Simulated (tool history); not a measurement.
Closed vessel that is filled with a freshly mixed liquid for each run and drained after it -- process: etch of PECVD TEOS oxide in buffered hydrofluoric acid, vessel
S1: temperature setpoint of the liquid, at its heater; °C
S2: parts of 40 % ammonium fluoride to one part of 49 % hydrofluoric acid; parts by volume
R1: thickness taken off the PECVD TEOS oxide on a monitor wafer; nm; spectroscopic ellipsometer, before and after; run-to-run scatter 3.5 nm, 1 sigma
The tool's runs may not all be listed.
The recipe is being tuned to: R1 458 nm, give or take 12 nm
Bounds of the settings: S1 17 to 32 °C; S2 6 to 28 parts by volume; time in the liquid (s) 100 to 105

run 1 hour=0 | S1=24 S2=17 time_in_the_liquid_(s)=100 | R1=241.39
run 2 hour=3.9 | S1=24 S2=12 time_in_the_liquid_(s)=100 | R1=343.08
run 3 hour=8.1 | S1=25.5 S2=12 time_in_the_liquid_(s)=100 | R1=377.9
run 4 hour=15 | S1=25.5 S2=12 time_in_the_liquid_(s)=105 | R1=395.77
run 5 hour=16.6 | S1=26 S2=12 time_in_the_liquid_(s)=105 | R1=403.57
run 6 hour=24.8 | S1=26 S2=12 time_in_the_liquid_(s)=105 | R1=409.83
run 7 hour=32.3 | S1=26.5 S2=12 time_in_the_liquid_(s)=105 | R1=417.03
run 8 hour=39.6 | S1=27 S2=12 time_in_the_liquid_(s)=105 | R1=426.41

Exactly one of the 4 candidate moves below puts every result within its allowed miss. Which one?
run A hour=46.9 | S1=28 S2=10.5 time_in_the_liquid_(s)=100 | R1=?
run B hour=46.9 | S1=28.5 S2=12 time_in_the_liquid_(s)=105 | R1=?
run C hour=46.9 | S1=27.5 S2=12 time_in_the_liquid_(s)=105 | R1=?
run D hour=46.9 | S1=29 S2=11 time_in_the_liquid_(s)=100 | R1=?

move=A R1=486.01
move=B R1=460.09
move=C R1=436.27
move=D R1=489.76
A: takes the result that was furthest off past its target
B: in spec on every target
C: nearer the targets than the last run, but a result is still out of spec
D: takes the result that was furthest off past its target
B is the move that brings every result within its allowed miss.
